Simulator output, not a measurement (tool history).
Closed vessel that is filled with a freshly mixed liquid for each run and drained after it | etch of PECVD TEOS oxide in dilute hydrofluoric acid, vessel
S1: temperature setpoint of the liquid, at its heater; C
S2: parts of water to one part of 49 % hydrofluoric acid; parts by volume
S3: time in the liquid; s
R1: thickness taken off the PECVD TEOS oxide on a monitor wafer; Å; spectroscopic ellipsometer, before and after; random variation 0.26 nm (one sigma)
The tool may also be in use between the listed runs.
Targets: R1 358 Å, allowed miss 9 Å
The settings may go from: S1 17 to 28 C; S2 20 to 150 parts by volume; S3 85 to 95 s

| run | day | S1 | S2 | S3 | R1 |
|---|---|---|---|---|---|
| 1 | 0 | 20 | 85 | 85 | 261.49 |
| 2 | 0.162 | 18.5 | 85 | 85 | 244.31 |
| 3 | 0.417 | 17 | 85 | 85 | 229.53 |
| 4 | 0.596 | 17 | 85 | 85 | 231.35 |
| 5 | 0.838 | 17 | 85 | 85 | 229.18 |
| 6 | 0.896 | 17 | 65 | 85 | 307.48 |
| 7 | 0.933 | 18 | 65 | 85 | 326.33 |
| 8 | 1.133 | 18.5 | 65 | 85 | 331.6 |
| 9 | 1.221 | 19 | 65 | 85 | 339.92 |
| 10 | 1.483 | 19.5 | 65 | 85 | 342.63 |

Which of these 4 next moves meets every target?
| A | 1.746 | 17.5 | 60 | 95 | ? |
| B | 1.746 | 17 | 60 | 85 | ? |
| C | 1.746 | 19.5 | 65 | 95 | ? |
| D | 1.746 | 18.5 | 60 | 85 | ? |

| move | R1 |
|---|---|
| A | 383.35 |
| B | 335.68 |
| C | 383.16 |
| D | 358.02 |
A: takes the result that was furthest off past its target
B: further off than the last run
C: takes the result that was furthest off past its target
D: meets every target
Move D is the one to make.
